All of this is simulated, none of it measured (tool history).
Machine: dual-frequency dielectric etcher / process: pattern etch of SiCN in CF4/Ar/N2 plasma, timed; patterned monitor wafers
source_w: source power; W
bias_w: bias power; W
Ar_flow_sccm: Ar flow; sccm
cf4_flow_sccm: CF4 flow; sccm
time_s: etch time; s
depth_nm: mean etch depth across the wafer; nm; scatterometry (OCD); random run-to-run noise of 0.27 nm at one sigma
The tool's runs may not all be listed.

Run 1, hour 0: source_w 410 W, bias_w 72 W, Ar_flow_sccm 91 sccm, cf4_flow_sccm 75 sccm, time_s 67 s. Result: depth_nm 58.761 nm.
Run 2, hour 4.4: source_w 410 W, bias_w 72 W, Ar_flow_sccm 91 sccm, cf4_flow_sccm 80 sccm, time_s 67 s. Result: depth_nm 59.182 nm.
Run 3, hour 8.4: source_w 420 W, bias_w 72 W, Ar_flow_sccm 91 sccm, cf4_flow_sccm 80 sccm, time_s 67 s. Result: depth_nm 60.582 nm.
Run 4, hour 14.8: source_w 380 W, bias_w 72 W, Ar_flow_sccm 91 sccm, cf4_flow_sccm 80 sccm, time_s 67 s. Result: depth_nm 54.491 nm.
Run 5, hour 21.1: source_w 380 W, bias_w 72 W, Ar_flow_sccm 75 sccm, cf4_flow_sccm 80 sccm, time_s 67 s. Result: depth_nm 55.259 nm.
Run 6, hour 28.6: source_w 380 W, bias_w 72 W, Ar_flow_sccm 75 sccm, cf4_flow_sccm 80 sccm, time_s 67 s. Result: depth_nm 55.557 nm.

What does the tool deliver on the next run?
Run 7, hour 34: source_w 400 W, bias_w 72 W, Ar_flow_sccm 75 sccm, cf4_flow_sccm 80 sccm, time_s 67 s. Result: depth_nm ?.

{"run 7": {"depth_nm": 58.629}}

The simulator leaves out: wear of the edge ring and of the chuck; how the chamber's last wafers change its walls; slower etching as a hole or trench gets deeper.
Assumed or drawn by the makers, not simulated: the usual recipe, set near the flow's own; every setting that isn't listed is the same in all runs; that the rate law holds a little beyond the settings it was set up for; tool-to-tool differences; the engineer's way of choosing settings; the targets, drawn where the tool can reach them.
